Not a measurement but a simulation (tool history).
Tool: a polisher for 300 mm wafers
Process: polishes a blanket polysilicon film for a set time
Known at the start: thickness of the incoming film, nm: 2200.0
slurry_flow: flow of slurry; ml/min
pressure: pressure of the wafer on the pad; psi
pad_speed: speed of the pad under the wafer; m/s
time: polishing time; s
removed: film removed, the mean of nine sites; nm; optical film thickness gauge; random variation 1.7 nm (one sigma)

Run 1, hour 0: slurry_flow 205 ml/min, pressure 3.1 psi, pad_speed 0.98 m/s, time 35 s. Result: removed 290.7 nm.
Run 2, hour 1.5: slurry_flow 235 ml/min, pressure 3.1 psi, pad_speed 0.98 m/s, time 35 s. Result: removed 294.08 nm.
Run 3, hour 10.4: slurry_flow 235 ml/min, pressure 2.9 psi, pad_speed 0.98 m/s, time 35 s. Result: removed 278.24 nm.
Run 4, hour 15.8: slurry_flow 235 ml/min, pressure 3.4 psi, pad_speed 0.98 m/s, time 35 s. Result: removed 325.85 nm.
Run 5, hour 22.2: slurry_flow 235 ml/min, pressure 3.8 psi, pad_speed 0.98 m/s, time 35 s. Result: removed 355.4 nm.
Run 6, hour 30.8: slurry_flow 260 ml/min, pressure 3.8 psi, pad_speed 0.98 m/s, time 35 s. Result: removed 368.6 nm.
Run 7, hour 37.4: slurry_flow 205 ml/min, pressure 2.9 psi, pad_speed 0.96 m/s, time 35 s. Result: removed 265.68 nm.
Run 8, hour 43.3: slurry_flow 200 ml/min, pressure 2.7 psi, pad_speed 0.96 m/s, time 35 s. Result: removed 250.42 nm.
Run 9, hour 48.2: slurry_flow 200 ml/min, pressure 2.6 psi, pad_speed 0.96 m/s, time 35 s. Result: removed 239.51 nm.

The next listed run, before its measurement:
Run 10, hour 50.9: slurry_flow 200 ml/min, pressure 2.5 psi, pad_speed 0.96 m/s, time 35 s. Result: removed ?.

{"run 10": {"removed": 235.47}}
